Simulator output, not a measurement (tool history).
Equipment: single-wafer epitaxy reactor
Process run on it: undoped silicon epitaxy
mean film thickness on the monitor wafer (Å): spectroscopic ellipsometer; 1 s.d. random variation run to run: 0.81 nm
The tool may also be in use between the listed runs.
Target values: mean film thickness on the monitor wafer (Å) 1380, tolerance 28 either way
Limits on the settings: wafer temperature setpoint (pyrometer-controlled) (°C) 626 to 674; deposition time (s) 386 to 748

run  hour  wafer temperature setpoint (pyrometer-controlled) (°C)  deposition time (s)  mean film thickness on the monitor wafer (Å)
  1     0                                                     650                  567                                        938.25
  2   5.1                                                     653                  568                                        991.69
  3  10.2                                                     656                  569                                          1047
  4  10.9                                                     659                  570                                        1104.8
  5  12.8                                                     661                  571                                        1164.2
  6  15.6                                                     661                  523                                        1058.4
  7  23.1                                                     664                  525                                        1127.5
  8  23.7                                                     666                  526                                          1172
  9  28.6                                                     668                  527                                        1223.1
 10  35.4                                                     669                  528                                        1252.6
 11  40.5                                                     670                  528                                        1270.7
 12  43.5                                                     671                  529                                        1290.6
 13  49.1                                                     672                  530                                        1312.8
 14  53.4                                                     672                  532                                        1309.4
 15  54.4                                                     672                  534                                        1331.3

Of the 4 settings listed for the next run, only one would bring every result within its allowed miss of target. Which one?
  A  55.4                                                     674                  529                                             ?
  B  55.4                                                     674                  500                                             ?
  C  55.4                                                     673                  505                                             ?
  D  55.4                                                     670                  547                                             ?

move  mean film thickness on the monitor wafer (Å)
   A                                        1369.9
   B                                        1294.8
   C                                        1283.8
   D                                        1315.3
A: each result inside its tolerance
B: moves away from the targets compared with the last run
C: moves away from the targets compared with the last run
D: moves away from the targets compared with the last run
The move that meets every target is A.
